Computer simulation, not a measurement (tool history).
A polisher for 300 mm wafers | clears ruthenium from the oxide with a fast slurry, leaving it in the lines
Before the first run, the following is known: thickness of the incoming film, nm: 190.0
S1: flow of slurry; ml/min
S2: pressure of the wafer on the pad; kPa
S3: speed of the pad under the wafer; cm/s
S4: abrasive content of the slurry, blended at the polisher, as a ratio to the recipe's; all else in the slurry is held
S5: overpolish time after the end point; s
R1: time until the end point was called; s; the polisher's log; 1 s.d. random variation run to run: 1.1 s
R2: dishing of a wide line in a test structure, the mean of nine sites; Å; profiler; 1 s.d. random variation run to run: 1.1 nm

run  hour   S1    S2  S3    S4  S5      R1      R2
  1     0  275  15.2  82     1  14  70.527  299.21
  2   3.7  325  15.2  82     1  14  68.665  302.74
  3  11.9  325  15.2  82  1.15  14  65.163  325.53
  4  16.7  325  18.6  82  1.15  14   53.55  379.22
  5  17.3  325  18.6  82     1  14  57.638  361.88
  6  19.2  325  17.9  82     1  15  60.112  389.99

Run 7 is up next; what results do you expect?
  7  22.4  325  17.2  82   1  16   ?   ?

Run 7 measured R1 62.024 s, R2 360.04 Å.
